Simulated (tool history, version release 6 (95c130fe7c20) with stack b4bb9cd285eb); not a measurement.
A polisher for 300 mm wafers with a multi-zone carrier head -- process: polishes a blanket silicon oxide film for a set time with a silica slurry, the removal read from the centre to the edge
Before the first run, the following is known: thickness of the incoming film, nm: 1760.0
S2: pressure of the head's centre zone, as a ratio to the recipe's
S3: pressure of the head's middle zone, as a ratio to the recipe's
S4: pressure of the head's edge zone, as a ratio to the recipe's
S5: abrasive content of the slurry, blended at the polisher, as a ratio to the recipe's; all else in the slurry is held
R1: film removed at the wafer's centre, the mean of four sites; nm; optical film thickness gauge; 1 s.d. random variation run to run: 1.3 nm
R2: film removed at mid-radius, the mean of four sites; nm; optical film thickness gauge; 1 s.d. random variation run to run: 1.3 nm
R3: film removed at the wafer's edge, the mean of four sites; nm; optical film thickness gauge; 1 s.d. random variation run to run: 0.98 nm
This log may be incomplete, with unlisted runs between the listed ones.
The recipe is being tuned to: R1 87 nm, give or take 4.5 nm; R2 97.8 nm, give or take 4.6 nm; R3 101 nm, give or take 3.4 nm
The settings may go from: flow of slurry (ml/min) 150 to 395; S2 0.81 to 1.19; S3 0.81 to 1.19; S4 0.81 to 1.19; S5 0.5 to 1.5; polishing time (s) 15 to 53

Run 1, hour 0: flow of slurry (ml/min) 250, S2 1, S3 1, S4 1, S5 1, polishing time (s) 34. Result: R1 79.713 nm, R2 76.879 nm, R3 77.155 nm.
Run 2, hour 5.7: flow of slurry (ml/min) 250, S2 0.99, S3 1.01, S4 1.01, S5 1.05, polishing time (s) 34. Result: R1 79.597 nm, R2 75.898 nm, R3 79.827 nm.
Run 3, hour 6.3: flow of slurry (ml/min) 250, S2 0.98, S3 1.03, S4 1.01, S5 1.1, polishing time (s) 34. Result: R1 82.324 nm, R2 81.034 nm, R3 79.818 nm.
Run 4, hour 12.3: flow of slurry (ml/min) 250, S2 0.98, S3 1.03, S4 1.01, S5 1.1, polishing time (s) 37. Result: R1 87.687 nm, R2 86.608 nm, R3 86.652 nm.
Run 5, hour 12.9: flow of slurry (ml/min) 250, S2 0.98, S3 1.03, S4 1.01, S5 1.25, polishing time (s) 37. Result: R1 91.237 nm, R2 90.981 nm, R3 90.613 nm.
Run 6, hour 18.6: flow of slurry (ml/min) 250, S2 0.98, S3 1.03, S4 1.01, S5 1.4, polishing time (s) 37. Result: R1 95.794 nm, R2 93.604 nm, R3 93.118 nm.
Run 7, hour 20.3: flow of slurry (ml/min) 250, S2 0.97, S3 1.03, S4 1.02, S5 1.4, polishing time (s) 37. Result: R1 93.644 nm, R2 91.969 nm, R3 93.913 nm.
Run 8, hour 22.4: flow of slurry (ml/min) 250, S2 0.96, S3 1.04, S4 1.03, S5 1.4, polishing time (s) 37. Result: R1 92.961 nm, R2 93.689 nm, R3 94.298 nm.
Run 9, hour 30.8: flow of slurry (ml/min) 250, S2 0.95, S3 1.04, S4 1.04, S5 1.4, polishing time (s) 37. Result: R1 91.126 nm, R2 92.29 nm, R3 96.364 nm.
Run 10, hour 39.7: flow of slurry (ml/min) 250, S2 0.94, S3 1.05, S4 1.04, S5 1.4, polishing time (s) 37. Result: R1 93.901 nm, R2 97.229 nm, R3 97.052 nm.
At hour 47.9: centre zone pressure recalibrated.
Run 11, hour 47.9: flow of slurry (ml/min) 250, S2 0.93, S3 1.05, S4 1.04, S5 1.4, polishing time (s) 37. Result: R1 87.737 nm, R2 92.987 nm, R3 94.629 nm.
Run 12, hour 50.9: flow of slurry (ml/min) 250, S2 0.93, S3 1.05, S4 1.05, S5 1.4, polishing time (s) 37. Result: R1 86.928 nm, R2 94.095 nm, R3 96.285 nm.

Which one of the following 4 next-run settings gets every result inside its allowed miss? There is exactly one.
Run A, hour 53.9: flow of slurry (ml/min) 225, S2 0.83, S3 1.02, S4 1.19, S5 1.35, polishing time (s) 37. Result: R1 ?, R2 ?, R3 ?.
Run B, hour 53.9: flow of slurry (ml/min) 245, S2 0.97, S3 1.02, S4 1.08, S5 1.4, polishing time (s) 35. Result: R1 ?, R2 ?, R3 ?.
Run C, hour 53.9: flow of slurry (ml/min) 265, S2 0.9, S3 1.06, S4 1.11, S5 1.5, polishing time (s) 37. Result: R1 ?, R2 ?, R3 ?.
Run D, hour 53.9: flow of slurry (ml/min) 250, S2 0.92, S3 1.09, S4 1, S5 1.45, polishing time (s) 36. Result: R1 ?, R2 ?, R3 ?.

move      R1      R2      R3
   A  78.375  89.579  100.52
   B  84.572  86.653  92.278
   C  87.581    97.3  101.67
   D   84.99  95.094  92.461
A: brings the result that was furthest off to its target, and leaves another outside
B: further off than the last run
C: every result lands within tolerance
D: further off than the last run
Go with C: it meets all targets.
